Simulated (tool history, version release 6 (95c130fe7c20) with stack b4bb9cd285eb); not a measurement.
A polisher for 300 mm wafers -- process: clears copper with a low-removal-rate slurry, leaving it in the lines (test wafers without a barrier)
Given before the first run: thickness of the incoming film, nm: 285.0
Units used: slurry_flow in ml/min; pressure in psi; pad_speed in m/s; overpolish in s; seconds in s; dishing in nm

run  hour  slurry_flow  pressure  pad_speed  slurry_solids  overpolish  seconds  dishing
  1   0.0          210       2.1       0.90            1.0          17   155.25   26.921
  2   8.7          185       2.1       0.90            1.0          17   156.00   25.969
  3  15.4          185       2.1       0.90            1.0          12   158.61   17.879
  4  20.3          185       2.1       0.78            1.0          12   176.85   15.841
  5  22.4          185       1.7       0.78            1.0          12   227.73   12.909
  6  28.8          185       1.7       0.78            1.1          12   217.11   13.550
  7  34.8          190       1.9       0.78            1.1          11   192.70   13.337
  8  37.1          195       2.1       0.78            1.1          11   172.76   14.395
  9  42.7          195       2.2       0.78            1.1          11   168.01   15.593
 10  45.2          195       2.2       0.78            1.1          11   166.26   16.427

Expected results for the next run?
 11  49.2          195       2.3       0.78            1.1          10        ?        ?

{"run 11": {"seconds": 159.98, "dishing": 14.996}}
